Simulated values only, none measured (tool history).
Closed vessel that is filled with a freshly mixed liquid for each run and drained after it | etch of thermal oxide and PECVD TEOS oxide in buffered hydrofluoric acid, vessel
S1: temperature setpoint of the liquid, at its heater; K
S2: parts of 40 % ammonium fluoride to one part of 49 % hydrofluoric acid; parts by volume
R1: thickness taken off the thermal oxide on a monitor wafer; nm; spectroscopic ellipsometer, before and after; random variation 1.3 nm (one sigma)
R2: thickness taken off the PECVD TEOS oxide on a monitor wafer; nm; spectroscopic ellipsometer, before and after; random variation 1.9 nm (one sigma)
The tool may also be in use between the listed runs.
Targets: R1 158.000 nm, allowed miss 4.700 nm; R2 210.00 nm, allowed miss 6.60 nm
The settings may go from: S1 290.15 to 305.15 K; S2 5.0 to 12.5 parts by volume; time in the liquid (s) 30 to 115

Run 1, day 0.000: S1 297.15 K, S2 7.5 parts by volume, time in the liquid (s) 60. Result: R1 87.621 nm, R2 115.58 nm.
Run 2, day 0.233: S1 297.15 K, S2 7.5 parts by volume, time in the liquid (s) 70. Result: R1 99.667 nm, R2 132.23 nm.
Run 3, day 0.475: S1 297.15 K, S2 9.0 parts by volume, time in the liquid (s) 70. Result: R1 82.614 nm, R2 109.51 nm.
Run 4, day 0.642: S1 298.65 K, S2 8.5 parts by volume, time in the liquid (s) 70. Result: R1 96.584 nm, R2 124.87 nm.
Run 5, day 0.892: S1 298.65 K, S2 8.5 parts by volume, time in the liquid (s) 60. Result: R1 81.222 nm, R2 109.40 nm.
Run 6, day 0.954: S1 302.15 K, S2 8.5 parts by volume, time in the liquid (s) 60. Result: R1 98.142 nm, R2 131.44 nm.
Run 7, day 1.208: S1 302.65 K, S2 8.0 parts by volume, time in the liquid (s) 60. Result: R1 106.860 nm, R2 145.07 nm.
Run 8, day 1.458: S1 303.15 K, S2 7.5 parts by volume, time in the liquid (s) 60. Result: R1 119.190 nm, R2 157.67 nm.
Run 9, day 1.600: S1 303.65 K, S2 7.5 parts by volume, time in the liquid (s) 60. Result: R1 119.660 nm, R2 162.14 nm.
Run 10, day 1.829: S1 303.65 K, S2 7.0 parts by volume, time in the liquid (s) 60. Result: R1 131.950 nm, R2 173.47 nm.
Run 11, day 2.008: S1 304.15 K, S2 7.0 parts by volume, time in the liquid (s) 60. Result: R1 136.630 nm, R2 177.41 nm.
Run 12, day 2.075: S1 304.65 K, S2 6.5 parts by volume, time in the liquid (s) 60. Result: R1 146.280 nm, R2 194.49 nm.

Which of these 4 next moves meets every target?
Run A, day 2.142: S1 299.65 K, S2 5.5 parts by volume, time in the liquid (s) 60. Result: R1 ?, R2 ?.
Run B, day 2.142: S1 295.65 K, S2 5.0 parts by volume, time in the liquid (s) 70. Result: R1 ?, R2 ?.
Run C, day 2.142: S1 290.15 K, S2 5.0 parts by volume, time in the liquid (s) 100. Result: R1 ?, R2 ?.
Run D, day 2.142: S1 305.15 K, S2 5.0 parts by volume, time in the liquid (s) 50. Result: R1 ?, R2 ?.

move       R1      R2
   A  131.110  173.19
   B  133.470  176.31
   C  140.190  185.19
   D  158.060  208.79
A: further off than the last run
B: further off than the last run
C: further off than the last run
D: meets every target
Move D is the one to make.

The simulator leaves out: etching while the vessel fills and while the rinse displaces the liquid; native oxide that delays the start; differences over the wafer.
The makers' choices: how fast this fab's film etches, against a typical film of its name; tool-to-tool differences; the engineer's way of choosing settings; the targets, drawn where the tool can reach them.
